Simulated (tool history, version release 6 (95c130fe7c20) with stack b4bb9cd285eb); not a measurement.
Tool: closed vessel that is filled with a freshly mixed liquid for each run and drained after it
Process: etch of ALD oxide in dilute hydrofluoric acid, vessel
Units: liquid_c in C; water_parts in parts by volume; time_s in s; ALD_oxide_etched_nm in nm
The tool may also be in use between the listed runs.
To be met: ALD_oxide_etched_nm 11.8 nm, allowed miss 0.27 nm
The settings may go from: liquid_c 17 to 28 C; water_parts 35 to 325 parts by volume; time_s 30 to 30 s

| run | hour | liquid_c | water_parts | time_s | ALD_oxide_etched_nm |
|---|---|---|---|---|---|
| 1 | 0 | 20 | 180 | 30 | 3.3107 |
| 2 | 8 | 20 | 180 | 30 | 3.3286 |
| 3 | 14.2 | 22.5 | 135 | 30 | 5.1495 |
| 4 | 19.9 | 22.5 | 195 | 30 | 3.334 |
| 5 | 24.6 | 24 | 150 | 30 | 4.7794 |
| 6 | 29 | 25 | 120 | 30 | 6.4173 |
| 7 | 31.2 | 26 | 100 | 30 | 8.2769 |
| 8 | 38.4 | 28 | 65 | 30 | 14.317 |
| 9 | 47.6 | 27 | 65 | 30 | 13.873 |
| 10 | 54.8 | 26 | 65 | 30 | 13.177 |
| 11 | 57.8 | 25 | 65 | 30 | 12.745 |
| 12 | 59.3 | 24.5 | 65 | 30 | 12.556 |

Which of these 5 next moves meets every target?
| A | 60.8 | 25 | 75 | 30 | ? |
| B | 60.8 | 23 | 65 | 30 | ? |
| C | 60.8 | 27.5 | 80 | 30 | ? |
| D | 60.8 | 20 | 55 | 30 | ? |
| E | 60.8 | 26 | 75 | 30 | ? |

| move | ALD_oxide_etched_nm |
|---|---|
| A | 11.012 |
| B | 11.869 |
| C | 11.319 |
| D | 12.532 |
| E | 11.46 |
A: takes the result that was furthest off past its target
B: meets every target
C: takes the result that was furthest off past its target
D: as far off as the last run
E: takes the result that was furthest off past its target
Answer: B

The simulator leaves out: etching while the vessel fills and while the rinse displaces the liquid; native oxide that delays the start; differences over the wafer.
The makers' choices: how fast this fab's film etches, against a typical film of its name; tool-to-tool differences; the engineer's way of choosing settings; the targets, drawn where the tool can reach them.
